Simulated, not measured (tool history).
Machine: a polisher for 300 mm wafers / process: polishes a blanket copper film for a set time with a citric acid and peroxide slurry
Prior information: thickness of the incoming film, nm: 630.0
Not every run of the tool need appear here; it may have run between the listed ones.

run	hour	flow of slurry (ml/min)	pressure of the wafer on the pad (kPa)	speed of the pad under the wafer (m/s)	abrasive content of the slurry	polishing time (s)	film removed (nm)
1	0.0	200	22.8	1.00	1.00	105	299.01
2	8.2	200	26.9	1.00	1.00	105	333.23
3	13.8	200	26.9	1.00	0.90	105	319.19
4	16.0	200	26.9	1.00	1.05	105	329.57
5	21.1	200	24.8	1.00	1.05	105	314.53
6	29.1	200	24.8	1.00	1.05	110	329.94

What will run 7 give?
7	35.9	200	23.4	1.00	1.05	110	?

film removed (nm): 323.38
